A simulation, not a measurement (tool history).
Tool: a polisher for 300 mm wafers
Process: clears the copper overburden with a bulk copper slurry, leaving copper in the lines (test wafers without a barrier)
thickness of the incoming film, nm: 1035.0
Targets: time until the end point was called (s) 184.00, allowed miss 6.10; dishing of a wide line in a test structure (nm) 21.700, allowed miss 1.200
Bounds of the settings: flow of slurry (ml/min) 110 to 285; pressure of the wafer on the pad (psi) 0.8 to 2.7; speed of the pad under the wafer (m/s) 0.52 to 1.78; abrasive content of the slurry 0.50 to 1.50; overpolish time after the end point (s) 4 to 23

run,day,flow of slurry (ml/min),pressure of the wafer on the pad (psi),speed of the pad under the wafer (m/s),abrasive content of the slurry,overpolish time after the end point (s),time until the end point was called (s),dishing of a wide line in a test structure (nm)
1,0.000,180,1.7,1.14,1.00,12,160.78,46.531
2,0.288,180,1.7,1.14,1.15,12,157.56,48.130
3,0.388,185,1.6,1.16,1.05,11,167.02,43.326
4,0.517,185,1.6,1.16,1.25,11,160.63,43.268
5,0.554,140,1.6,1.16,1.25,11,166.61,43.240
6,0.800,140,1.6,1.16,1.10,11,170.41,43.075
7,1.088,160,1.5,1.18,1.15,10,174.80,38.871
8,1.458,210,1.0,1.40,1.40,4,204.58,15.538
9,1.738,205,1.0,1.40,1.40,4,205.80,15.444
10,1.825,195,1.1,1.38,1.30,5,192.98,20.470
11,2.033,190,1.1,1.38,1.30,5,196.33,19.858

Which of these 5 next moves meets every target?
A,2.242,175,1.1,1.24,1.30,6,?,?
B,2.242,205,1.2,1.28,1.30,4,?,?
C,2.242,220,1.0,1.56,1.45,4,?,?
D,2.242,210,1.2,1.36,1.20,5,?,?
E,2.242,220,0.9,1.52,1.40,6,?,?

move,time until the end point was called (s),dishing of a wide line in a test structure (nm)
A,216.71,21.420
B,190.42,16.997
C,184.02,17.323
D,182.98,21.319
E,209.74,21.654
A: further off than the last run
B: further off than the last run
C: brings the result that was furthest off to its target, and leaves another outside
D: meets every target
E: further off than the last run
Move D is the one to make.
